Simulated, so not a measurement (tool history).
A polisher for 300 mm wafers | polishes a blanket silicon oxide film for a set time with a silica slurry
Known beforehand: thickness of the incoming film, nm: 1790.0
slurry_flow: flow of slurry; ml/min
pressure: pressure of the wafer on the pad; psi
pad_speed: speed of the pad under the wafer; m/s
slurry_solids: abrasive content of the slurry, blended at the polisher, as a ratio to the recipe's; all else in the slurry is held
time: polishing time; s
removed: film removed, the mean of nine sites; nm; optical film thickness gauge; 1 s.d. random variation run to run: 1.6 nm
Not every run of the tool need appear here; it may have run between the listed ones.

Run 1, hour 0: slurry_flow 295 ml/min, pressure 5.2 psi, pad_speed 0.98 m/s, slurry_solids 1, time 48 s. Result: removed 166.16 nm.
Run 2, hour 6.9: slurry_flow 295 ml/min, pressure 5.2 psi, pad_speed 1.2 m/s, slurry_solids 1, time 48 s. Result: removed 199.75 nm.
Run 3, hour 9.2: slurry_flow 295 ml/min, pressure 5.2 psi, pad_speed 1.42 m/s, slurry_solids 1, time 48 s. Result: removed 227.92 nm.
Run 4, hour 17.6: slurry_flow 300 ml/min, pressure 5.3 psi, pad_speed 1.42 m/s, slurry_solids 1, time 48 s. Result: removed 231.79 nm.
Run 5, hour 20.6: slurry_flow 300 ml/min, pressure 5.3 psi, pad_speed 1.42 m/s, slurry_solids 1.1, time 48 s. Result: removed 239.18 nm.
Run 6, hour 28.4: slurry_flow 300 ml/min, pressure 6.3 psi, pad_speed 1.42 m/s, slurry_solids 1.1, time 48 s. Result: removed 278.36 nm.
Run 7, hour 33.2: slurry_flow 300 ml/min, pressure 6.2 psi, pad_speed 1.42 m/s, slurry_solids 1.1, time 48 s. Result: removed 272.7 nm.
Run 8, hour 34.8: slurry_flow 300 ml/min, pressure 6.2 psi, pad_speed 1.42 m/s, slurry_solids 1.1, time 48 s. Result: removed 274.63 nm.
Run 9, hour 42.1: slurry_flow 300 ml/min, pressure 6.1 psi, pad_speed 1.42 m/s, slurry_solids 1.1, time 48 s. Result: removed 274.41 nm.
Run 10, hour 48.1: slurry_flow 300 ml/min, pressure 6 psi, pad_speed 1.42 m/s, slurry_solids 1.1, time 48 s. Result: removed 265.08 nm.
Run 11, hour 53.4: slurry_flow 300 ml/min, pressure 5.9 psi, pad_speed 1.42 m/s, slurry_solids 1.1, time 48 s. Result: removed 266.16 nm.

Run 12 is up next; what results do you expect?
Run 12, hour 56.3: slurry_flow 300 ml/min, pressure 5.8 psi, pad_speed 1.42 m/s, slurry_solids 1.1, time 48 s. Result: removed ?.

Run 12 measured removed 256.8 nm.
